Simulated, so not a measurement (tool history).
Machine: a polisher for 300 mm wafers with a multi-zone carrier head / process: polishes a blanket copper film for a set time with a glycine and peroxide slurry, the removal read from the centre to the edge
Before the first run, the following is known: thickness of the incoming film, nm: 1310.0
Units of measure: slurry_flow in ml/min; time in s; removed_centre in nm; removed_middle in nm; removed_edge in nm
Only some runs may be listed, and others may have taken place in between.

run	day	slurry_flow	centre_zone	middle_zone	edge_zone	time	removed_centre	removed_middle	removed_edge
1	0.000	210	1.00	1.00	1.00	39	287.82	281.81	280.77
2	0.312	210	1.08	1.00	1.00	39	307.92	275.12	277.81
3	0.392	205	1.06	1.00	0.99	37	283.23	261.10	270.79
4	0.633	180	1.06	1.00	0.99	37	281.61	259.41	260.92
5	0.771	180	1.06	1.00	1.03	37	283.92	257.51	270.12
6	0.808	230	1.06	1.00	1.03	37	296.30	263.58	267.39

Run 7 comes next. What will it give?
7	1.012	230	1.05	1.00	1.02	35	?	?	?

{"run 7": {"removed_centre": 275.56, "removed_middle": 250.81, "removed_edge": 260.4}}

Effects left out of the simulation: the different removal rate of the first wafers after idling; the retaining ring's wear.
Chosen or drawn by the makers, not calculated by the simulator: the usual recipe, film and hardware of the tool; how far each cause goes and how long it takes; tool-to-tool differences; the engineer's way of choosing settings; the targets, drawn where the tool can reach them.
